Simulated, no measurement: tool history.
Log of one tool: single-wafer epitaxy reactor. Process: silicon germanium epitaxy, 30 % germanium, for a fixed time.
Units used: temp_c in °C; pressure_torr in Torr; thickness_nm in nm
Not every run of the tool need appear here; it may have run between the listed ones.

| run | hour | temp_c | pressure_torr | thickness_nm |
|---|---|---|---|---|
| 1 | 0 | 610 | 16.6 | 68.242 |
| 2 | 1.1 | 600 | 16.6 | 56.58 |
| 3 | 2.5 | 610 | 16.6 | 68.194 |
| 4 | 9.4 | 610 | 18.5 | 71.428 |
| 5 | 15.7 | 600 | 18.5 | 59.13 |
| 6 | 21.1 | 593 | 18.5 | 51.86 |
| 7 | 23.2 | 597 | 18.6 | 56.16 |
| 8 | 24.7 | 600 | 18.7 | 59.382 |
| 9 | 33.3 | 602 | 18.8 | 61.815 |
| 10 | 34.6 | 602 | 18.8 | 61.971 |
| 11 | 38.7 | 604 | 18.8 | 64.275 |
| 12 | 41.8 | 606 | 18.8 | 66.877 |

What will run 13 give?
| 13 | 45.7 | 607 | 18.8 | ? |

thickness_nm: 67.999 nm
